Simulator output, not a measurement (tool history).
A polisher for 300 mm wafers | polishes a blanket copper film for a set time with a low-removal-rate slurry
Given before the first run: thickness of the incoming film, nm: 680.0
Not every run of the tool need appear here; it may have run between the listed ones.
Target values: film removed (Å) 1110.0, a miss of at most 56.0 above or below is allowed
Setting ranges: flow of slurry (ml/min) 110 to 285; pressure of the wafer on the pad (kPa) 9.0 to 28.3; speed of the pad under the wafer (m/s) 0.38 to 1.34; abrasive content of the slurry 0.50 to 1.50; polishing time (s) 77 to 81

run  hour  flow of slurry (ml/min)  pressure of the wafer on the pad (kPa)  speed of the pad under the wafer (m/s)  abrasive content of the slurry  polishing time (s)  film removed (Å)
  1   0.0                      180                                    18.6                                    0.86                            1.00                  77            1804.2
  2   2.9                      180                                    18.6                                    0.86                            1.20                  77            1917.0
  3   4.8                      180                                    18.6                                    0.86                            1.10                  77            1822.6
  4  13.3                      180                                    17.2                                    0.86                            1.10                  77            1758.9
  5  15.5                      180                                    15.9                                    0.84                            1.10                  77            1531.0
  6  20.3                      180                                    15.9                                    0.84                            1.10                  81            1623.9
  7  26.8                      180                                    14.5                                    0.84                            1.10                  81            1489.6
  8  30.2                      180                                    14.5                                    0.84                            1.10                  81            1527.2
  9  36.1                      180                                    13.8                                    0.84                            1.10                  81            1439.9
 10  42.3                      180                                    13.1                                    0.84                            1.10                  81            1375.1
 11  48.7                      180                                    12.4                                    0.84                            1.10                  81            1289.8
 12  50.6                      180                                    11.7                                    0.84                            1.10                  81            1251.5

Which single option among these 5 for the next run brings every result within its allowed miss of target? Just one does.
  A  52.5                      190                                    11.7                                    0.94                            1.20                  81                 ?
  B  52.5                      180                                    11.0                                    0.94                            1.05                  81                 ?
  C  52.5                      155                                    13.1                                    0.82                            1.15                  77                 ?
  D  52.5                      180                                    11.7                                    0.84                            1.15                  79                 ?
  E  52.5                      180                                    10.3                                    0.84                            1.25                  81                 ?

move  film removed (Å)
   A            1414.2
   B            1284.5
   C            1262.1
   D            1215.9
   E            1129.1
A: further off than the last run
B: further off than the last run
C: further off than the last run
D: closer than the last run, but not yet in spec
E: every result lands within tolerance
Correct choice: E, which meets every target
